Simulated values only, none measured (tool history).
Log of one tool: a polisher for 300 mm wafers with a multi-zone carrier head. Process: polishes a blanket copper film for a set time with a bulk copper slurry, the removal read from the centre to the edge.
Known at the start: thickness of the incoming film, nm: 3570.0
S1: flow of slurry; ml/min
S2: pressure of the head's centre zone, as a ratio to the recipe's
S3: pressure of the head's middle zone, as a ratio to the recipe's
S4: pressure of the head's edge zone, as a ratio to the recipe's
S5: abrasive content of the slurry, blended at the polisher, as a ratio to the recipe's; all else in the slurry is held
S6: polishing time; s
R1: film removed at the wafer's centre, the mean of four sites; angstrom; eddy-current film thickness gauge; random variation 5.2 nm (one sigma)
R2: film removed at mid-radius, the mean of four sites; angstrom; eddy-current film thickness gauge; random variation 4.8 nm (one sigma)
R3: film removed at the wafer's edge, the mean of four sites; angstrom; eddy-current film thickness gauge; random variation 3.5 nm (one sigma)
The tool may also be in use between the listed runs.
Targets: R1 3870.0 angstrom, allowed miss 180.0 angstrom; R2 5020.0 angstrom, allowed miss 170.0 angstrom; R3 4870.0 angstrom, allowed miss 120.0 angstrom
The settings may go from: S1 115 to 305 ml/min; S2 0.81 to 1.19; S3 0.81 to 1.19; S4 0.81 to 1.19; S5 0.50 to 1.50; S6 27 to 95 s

run,hour,S1,S2,S3,S4,S5,S6,R1,R2,R3
1,0.0,195,1.00,1.00,1.00,1.00,61,4911.0,5017.5,4880.8
2,6.3,195,1.00,1.00,1.00,1.15,61,5092.6,5161.3,5016.1
3,15.1,195,1.00,1.00,1.00,1.15,53,4333.6,4452.5,4320.0
4,19.5,195,1.00,1.00,1.00,1.15,66,5471.0,5685.3,5348.0
5,20.1,195,1.00,1.00,1.00,1.15,78,6333.9,6691.7,6327.1
6,24.7,180,0.96,1.00,1.00,1.05,76,5937.1,6245.2,5984.8
7,26.6,195,0.93,1.03,1.04,0.95,72,5484.0,6017.3,5733.6
8,34.9,180,0.90,1.05,1.07,0.90,69,4884.6,5768.9,5479.2
9,39.6,170,0.88,1.05,1.07,0.85,68,4621.7,5484.5,5289.3
10,43.9,160,0.86,1.06,1.07,0.80,68,4391.6,5385.3,5250.5
11,51.4,155,0.85,1.06,1.05,0.80,68,4330.3,5377.4,5145.1
12,60.2,150,0.84,1.06,1.05,0.80,68,4191.4,5358.6,5077.7
13,61.8,145,0.83,1.05,1.05,0.80,68,4086.8,5225.2,5052.5
14,62.6,140,0.83,1.05,1.04,0.80,68,4084.6,5273.5,5052.6

Which of these 5 next moves meets every target?
A,63.4,135,0.85,1.14,0.97,0.65,74,?,?,?
B,63.4,115,0.86,0.99,1.15,0.95,67,?,?,?
C,63.4,150,0.83,1.13,0.93,0.95,65,?,?,?
D,63.4,135,0.81,1.04,1.06,0.90,70,?,?,?
E,63.4,145,0.82,1.05,1.07,0.75,66,?,?,?

move,R1,R2,R3
A,4309.0,5727.3,5050.1
B,4018.5,4863.1,5165.6
C,4077.2,5501.7,4751.3
D,4119.3,5424.9,5292.4
E,3876.6,5060.1,4904.4
A: further off than the last run
B: further off than the last run
C: brings the result that was furthest off to its target, and leaves another outside
D: further off than the last run
E: meets every target
The right move is E.
